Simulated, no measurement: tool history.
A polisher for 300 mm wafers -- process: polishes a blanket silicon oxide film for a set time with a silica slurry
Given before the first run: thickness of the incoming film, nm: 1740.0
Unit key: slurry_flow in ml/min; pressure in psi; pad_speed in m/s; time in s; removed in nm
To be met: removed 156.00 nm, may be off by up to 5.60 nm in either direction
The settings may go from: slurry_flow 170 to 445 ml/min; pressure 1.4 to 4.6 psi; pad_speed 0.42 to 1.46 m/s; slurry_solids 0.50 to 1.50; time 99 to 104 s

Run 1, hour 0.0: slurry_flow 285 ml/min, pressure 3.0 psi, pad_speed 0.94 m/s, slurry_solids 1.00, time 99 s. Result: removed 226.06 nm.
Run 2, hour 6.5: slurry_flow 285 ml/min, pressure 2.7 psi, pad_speed 0.94 m/s, slurry_solids 1.00, time 99 s. Result: removed 206.97 nm.
Run 3, hour 13.0: slurry_flow 260 ml/min, pressure 2.7 psi, pad_speed 0.94 m/s, slurry_solids 1.00, time 99 s. Result: removed 199.17 nm.
Run 4, hour 17.0: slurry_flow 245 ml/min, pressure 2.5 psi, pad_speed 0.94 m/s, slurry_solids 1.00, time 99 s. Result: removed 188.74 nm.
Run 5, hour 23.6: slurry_flow 305 ml/min, pressure 2.5 psi, pad_speed 0.94 m/s, slurry_solids 1.00, time 99 s. Result: removed 185.49 nm.
Run 6, hour 32.4: slurry_flow 305 ml/min, pressure 2.4 psi, pad_speed 0.94 m/s, slurry_solids 1.00, time 99 s. Result: removed 185.97 nm.
Run 7, hour 34.1: slurry_flow 305 ml/min, pressure 1.7 psi, pad_speed 0.92 m/s, slurry_solids 1.00, time 99 s. Result: removed 128.00 nm.
Run 8, hour 42.5: slurry_flow 305 ml/min, pressure 1.8 psi, pad_speed 0.92 m/s, slurry_solids 1.00, time 99 s. Result: removed 134.80 nm.
Run 9, hour 48.9: slurry_flow 305 ml/min, pressure 1.9 psi, pad_speed 0.92 m/s, slurry_solids 1.00, time 99 s. Result: removed 142.27 nm.

5 next moves are on the table. One of them brings every result within its allowed miss. Which?
Run A, hour 55.3: slurry_flow 360 ml/min, pressure 2.0 psi, pad_speed 0.74 m/s, slurry_solids 1.00, time 99 s. Result: removed ?.
Run B, hour 55.3: slurry_flow 345 ml/min, pressure 2.0 psi, pad_speed 0.94 m/s, slurry_solids 0.95, time 103 s. Result: removed ?.
Run C, hour 55.3: slurry_flow 290 ml/min, pressure 1.6 psi, pad_speed 0.94 m/s, slurry_solids 1.00, time 103 s. Result: removed ?.
Run D, hour 55.3: slurry_flow 275 ml/min, pressure 2.1 psi, pad_speed 0.84 m/s, slurry_solids 1.10, time 104 s. Result: removed ?.
Run E, hour 55.3: slurry_flow 335 ml/min, pressure 1.5 psi, pad_speed 0.98 m/s, slurry_solids 1.25, time 99 s. Result: removed ?.

move  removed
   A   136.00
   B   156.73
   C   128.53
   D   164.72
   E   133.75
A: lands further from the targets than the last run did
B: every result within its allowed miss
C: lands further from the targets than the last run did
D: carries the result that was furthest off beyond its target, to the other side
E: lands further from the targets than the last run did
B meets every target.
